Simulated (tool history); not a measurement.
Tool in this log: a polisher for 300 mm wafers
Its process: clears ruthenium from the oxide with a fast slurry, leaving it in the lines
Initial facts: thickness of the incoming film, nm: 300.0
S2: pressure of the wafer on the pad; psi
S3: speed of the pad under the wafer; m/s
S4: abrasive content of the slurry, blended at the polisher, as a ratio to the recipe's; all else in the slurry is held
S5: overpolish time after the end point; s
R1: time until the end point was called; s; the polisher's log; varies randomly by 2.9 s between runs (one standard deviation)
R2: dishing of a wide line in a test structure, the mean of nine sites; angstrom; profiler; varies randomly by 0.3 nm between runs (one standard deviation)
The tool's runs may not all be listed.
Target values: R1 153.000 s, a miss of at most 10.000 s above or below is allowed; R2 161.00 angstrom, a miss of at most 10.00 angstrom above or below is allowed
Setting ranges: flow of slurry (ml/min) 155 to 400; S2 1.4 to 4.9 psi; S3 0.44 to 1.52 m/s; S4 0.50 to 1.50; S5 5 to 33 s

{"run": 1, "hour": 0.0, "flow of slurry (ml/min)": 255, "S2": 3.1, "S3": 0.98, "S4": 1.0, "S5": 17, "R1": 71.554, "R2": 435.06}
{"run": 2, "hour": 8.6, "flow of slurry (ml/min)": 255, "S2": 2.7, "S3": 0.86, "S4": 1.0, "S5": 13, "R1": 92.999, "R2": 293.97}
{"run": 3, "hour": 9.1, "flow of slurry (ml/min)": 255, "S2": 2.7, "S3": 0.86, "S4": 1.0, "S5": 20, "R1": 90.079, "R2": 412.09}
{"run": 4, "hour": 11.4, "flow of slurry (ml/min)": 255, "S2": 3.0, "S3": 0.86, "S4": 1.0, "S5": 20, "R1": 81.337, "R2": 444.79}
{"run": 5, "hour": 16.5, "flow of slurry (ml/min)": 255, "S2": 3.0, "S3": 1.02, "S4": 1.0, "S5": 20, "R1": 68.417, "R2": 493.66}
{"run": 6, "hour": 18.4, "flow of slurry (ml/min)": 250, "S2": 2.7, "S3": 0.88, "S4": 0.95, "S5": 15, "R1": 89.972, "R2": 337.81}
{"run": 7, "hour": 24.4, "flow of slurry (ml/min)": 250, "S2": 2.5, "S3": 0.78, "S4": 0.95, "S5": 12, "R1": 109.57, "R2": 239.67}
{"run": 8, "hour": 32.2, "flow of slurry (ml/min)": 250, "S2": 2.2, "S3": 0.76, "S4": 0.95, "S5": 11, "R1": 124.15, "R2": 199.64}
{"run": 9, "hour": 40.8, "flow of slurry (ml/min)": 250, "S2": 2.0, "S3": 0.76, "S4": 0.95, "S5": 11, "R1": 128.38, "R2": 182.55}
{"run": 10, "hour": 41.4, "flow of slurry (ml/min)": 250, "S2": 1.8, "S3": 0.74, "S4": 0.95, "S5": 12, "R1": 147.99, "R2": 181.58}
{"run": 11, "hour": 46.0, "flow of slurry (ml/min)": 250, "S2": 1.8, "S3": 0.74, "S4": 0.95, "S5": 12, "R1": 145.9, "R2": 183.72}

Pick the move, out of 5, that brings all results within their allowed miss; only one does.
{"run": "A", "hour": 50.6, "flow of slurry (ml/min)": 250, "S2": 1.6, "S3": 0.68, "S4": 1.0, "S5": 15, "R1": "?", "R2": "?"}
{"run": "B", "hour": 50.6, "flow of slurry (ml/min)": 200, "S2": 2.3, "S3": 0.56, "S4": 1.1, "S5": 16, "R1": "?", "R2": "?"}
{"run": "C", "hour": 50.6, "flow of slurry (ml/min)": 180, "S2": 1.8, "S3": 0.72, "S4": 1.05, "S5": 16, "R1": "?", "R2": "?"}
{"run": "D", "hour": 50.6, "flow of slurry (ml/min)": 265, "S2": 1.6, "S3": 0.84, "S4": 0.8, "S5": 11, "R1": "?", "R2": "?"}
{"run": "E", "hour": 50.6, "flow of slurry (ml/min)": 260, "S2": 1.4, "S3": 0.82, "S4": 0.95, "S5": 15, "R1": "?", "R2": "?"}

move=A R1=164.380 R2=194.96
move=B R1=150.660 R2=222.71
move=C R1=147.240 R2=227.19
move=D R1=146.600 R2=163.62
move=E R1=152.820 R2=207.91
A: the biggest miss grows against the last run
B: the biggest miss grows against the last run
C: the biggest miss grows against the last run
D: hits every target within its allowed miss
E: the biggest miss grows against the last run
Answer: D

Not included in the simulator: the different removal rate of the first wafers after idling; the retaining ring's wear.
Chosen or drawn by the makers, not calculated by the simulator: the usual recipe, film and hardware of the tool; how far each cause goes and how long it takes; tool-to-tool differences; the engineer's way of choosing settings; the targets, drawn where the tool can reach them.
